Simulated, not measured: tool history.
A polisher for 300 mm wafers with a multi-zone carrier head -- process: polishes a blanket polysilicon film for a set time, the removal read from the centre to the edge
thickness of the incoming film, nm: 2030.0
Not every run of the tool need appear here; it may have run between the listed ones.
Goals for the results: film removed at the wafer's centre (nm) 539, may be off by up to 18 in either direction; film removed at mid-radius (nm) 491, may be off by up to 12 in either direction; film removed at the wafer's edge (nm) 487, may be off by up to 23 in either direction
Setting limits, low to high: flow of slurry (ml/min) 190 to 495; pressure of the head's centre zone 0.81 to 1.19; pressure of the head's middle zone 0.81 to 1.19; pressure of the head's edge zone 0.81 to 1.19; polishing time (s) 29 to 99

run  hour  flow of slurry (ml/min)  pressure of the head's centre zone  pressure of the head's middle zone  pressure of the head's edge zone  polishing time (s)  film removed at the wafer's centre (nm)  film removed at mid-radius (nm)  film removed at the wafer's edge (nm)
  1     0                      320                                   1                                   1                                 1                  64                                   384.91                           378.83                                 367.77
  2   8.5                      320                                   1                                   1                                 1                  74                                   435.21                           433.87                                 437.89
  3   9.1                      325                                1.02                                1.01                              1.01                  74                                    451.3                           443.17                                 441.54
  4  15.9                      370                                1.02                                1.01                              1.01                  74                                   451.65                           450.09                                 455.71
  5  18.2                      435                                1.02                                1.01                              1.01                  74                                   462.72                           453.13                                  449.9
  6  24.7                      435                                1.03                                1.02                              1.02                  74                                   460.27                           460.69                                 453.07
  7  32.4                      435                                1.04                                1.02                              1.02                  74                                   466.22                           457.67                                  446.9
  8  33.7                      435                                1.05                                1.02                              1.03                  75                                   484.21                           461.18                                 466.25

Of the 4 settings listed for the next run, only one would bring every result within its allowed miss of target. Which one?
  A    35                      445                                1.12                                1.03                              1.04                  79                                        ?                                ?                                      ?
  B    35                      480                                1.13                                   1                              1.05                  77                                        ?                                ?                                      ?
  C    35                      460                                1.02                                0.99                              1.01                  80                                        ?                                ?                                      ?
  D    35                      480                                1.13                                1.04                              0.91                  73                                        ?                                ?                                      ?

move  film removed at the wafer's centre (nm)  film removed at mid-radius (nm)  film removed at the wafer's edge (nm)
   A                                   539.94                           492.17                                 490.26
   B                                   533.42                            470.2                                  482.2
   C                                    502.8                           483.33                                 490.54
   D                                   505.86                           460.92                                 426.72
A: in spec on every target
B: the worst result of the last run now meets its target, but another is out of spec
C: moves toward the targets from the last run without getting all of them in spec
D: moves toward the targets from the last run without getting all of them in spec
The move that meets every target is A.

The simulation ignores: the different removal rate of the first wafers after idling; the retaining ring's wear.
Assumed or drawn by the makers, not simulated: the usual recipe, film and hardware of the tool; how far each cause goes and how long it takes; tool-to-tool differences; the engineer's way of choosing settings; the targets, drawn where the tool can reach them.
